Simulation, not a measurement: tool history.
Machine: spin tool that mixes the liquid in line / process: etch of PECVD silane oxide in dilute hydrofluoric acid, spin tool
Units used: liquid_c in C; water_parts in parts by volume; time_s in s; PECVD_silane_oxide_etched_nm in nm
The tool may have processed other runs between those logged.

| run | hour | liquid_c | water_parts | time_s | PECVD_silane_oxide_etched_nm |
|---|---|---|---|---|---|
| 1 | 0 | 22 | 90 | 185 | 28.835 |
| 2 | 6.3 | 23 | 85 | 185 | 31.718 |
| 3 | 12.8 | 24 | 80 | 185 | 35.502 |
| 4 | 13.9 | 24 | 80 | 195 | 37.135 |
| 5 | 20.3 | 22.5 | 80 | 195 | 35.277 |
|  | 22.6 | thermometer replaced |
| 6 | 22.6 | 23.5 | 80 | 195 | 39.592 |
| 7 | 28.8 | 24 | 80 | 195 | 40.216 |

Estimate the outcome of run 8 from the log above:
| 8 | 31.3 | 24.5 | 80 | 195 | ? |

{"run 8": {"PECVD_silane_oxide_etched_nm": 41.358}}
